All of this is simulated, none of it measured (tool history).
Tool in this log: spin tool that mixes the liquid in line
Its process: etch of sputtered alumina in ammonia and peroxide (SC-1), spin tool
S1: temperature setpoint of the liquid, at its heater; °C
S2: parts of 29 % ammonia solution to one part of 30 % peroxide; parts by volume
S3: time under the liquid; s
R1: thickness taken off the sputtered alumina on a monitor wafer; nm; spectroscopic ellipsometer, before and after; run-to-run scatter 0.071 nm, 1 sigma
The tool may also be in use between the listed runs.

{"run": 1, "hour": 0.0, "S1": 54.0, "S2": 0.5, "S3": 270, "R1": 15.952}
{"run": 2, "hour": 3.5, "S1": 54.0, "S2": 0.5, "S3": 270, "R1": 15.849}
{"run": 3, "hour": 12.3, "S1": 52.0, "S2": 0.5, "S3": 270, "R1": 14.35}
{"run": 4, "hour": 18.5, "S1": 52.0, "S2": 0.5, "S3": 290, "R1": 15.297}
{"run": 5, "hour": 25.8, "S1": 52.0, "S2": 0.5, "S3": 270, "R1": 14.352}
{"run": 6, "hour": 33.7, "S1": 50.5, "S2": 0.5, "S3": 270, "R1": 13.101}
{"run": 7, "hour": 42.1, "S1": 49.5, "S2": 0.5, "S3": 270, "R1": 12.257}
{"run": 8, "hour": 49.0, "S1": 48.5, "S2": 0.5, "S3": 270, "R1": 11.83}
{"run": 9, "hour": 57.3, "S1": 47.5, "S2": 0.5, "S3": 270, "R1": 10.99}
{"run": 10, "hour": 63.6, "S1": 47.0, "S2": 0.5, "S3": 270, "R1": 10.693}
{"run": 11, "hour": 71.3, "S1": 46.5, "S2": 0.5, "S3": 270, "R1": 10.655}

Run 12, settings as shown, results not yet in. Your forecast:
{"run": 12, "hour": 76.2, "S1": 44.0, "S2": 0.5, "S3": 270, "R1": "?"}

R1: 9.1594 nm

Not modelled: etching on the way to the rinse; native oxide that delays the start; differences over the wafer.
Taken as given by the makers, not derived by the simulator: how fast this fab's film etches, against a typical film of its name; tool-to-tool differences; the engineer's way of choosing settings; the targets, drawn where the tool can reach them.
